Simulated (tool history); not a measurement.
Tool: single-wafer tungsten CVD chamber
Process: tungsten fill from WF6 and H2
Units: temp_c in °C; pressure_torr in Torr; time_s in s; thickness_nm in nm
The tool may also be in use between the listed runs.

run    day  temp_c  pressure_torr  time_s  thickness_nm
  1      0     375           30.2    18.9         36.11
  2  0.188     370           30.2    18.9        32.772
  3  0.325     370           30.2    18.9        32.657
  4   0.45     370           30.2      18        31.322
  5  0.642     363           30.2      18        27.506
  6  0.988     363           26.9      18        26.177
  7  1.138     362           26.9      18        25.653

Forecast run 8:
  8  1.5     361           26.9      18             ?

Run 8 gave thickness_nm 25.072 nm.
